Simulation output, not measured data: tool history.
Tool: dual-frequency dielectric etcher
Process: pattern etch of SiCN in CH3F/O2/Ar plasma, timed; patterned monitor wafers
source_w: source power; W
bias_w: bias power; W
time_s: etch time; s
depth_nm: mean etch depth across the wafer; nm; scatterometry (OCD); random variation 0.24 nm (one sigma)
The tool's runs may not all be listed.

run,hour,source_w,bias_w,time_s,depth_nm
1,0,310,87,92.5,34.757
2,8.6,310,87,92.5,34.878
3,9.4,330,88,92.5,35.907
4,16.1,330,88,92.5,36.128
5,16.7,340,88,92.5,36.003
6,25,340,104,92.5,37.091

The next listed run, before its measurement:
7,33.5,350,105,92.5,?

{"run 7": {"depth_nm": 38.23}}

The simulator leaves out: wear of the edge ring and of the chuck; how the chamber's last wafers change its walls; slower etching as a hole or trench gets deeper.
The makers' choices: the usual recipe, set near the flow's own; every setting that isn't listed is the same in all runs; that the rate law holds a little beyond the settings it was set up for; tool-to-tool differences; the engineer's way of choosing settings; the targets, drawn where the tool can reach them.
